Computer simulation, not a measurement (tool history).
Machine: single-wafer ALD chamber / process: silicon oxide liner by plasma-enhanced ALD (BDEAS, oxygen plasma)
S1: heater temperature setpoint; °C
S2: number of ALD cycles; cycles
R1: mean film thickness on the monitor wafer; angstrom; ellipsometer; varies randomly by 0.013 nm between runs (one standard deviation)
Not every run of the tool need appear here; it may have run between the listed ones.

run,hour,S1,S2,R1
1,0,325,58,56.494
2,3.7,325,55,53.898
3,9.9,319,55,54.385
4,14.1,314,55,54.982
5,23,315,54,53.662
6,25,325,54,52.79

Run 7 is up next; what results do you expect?
7,31.4,325,53,?

Logged for run 7: R1 52.08 angstrom.

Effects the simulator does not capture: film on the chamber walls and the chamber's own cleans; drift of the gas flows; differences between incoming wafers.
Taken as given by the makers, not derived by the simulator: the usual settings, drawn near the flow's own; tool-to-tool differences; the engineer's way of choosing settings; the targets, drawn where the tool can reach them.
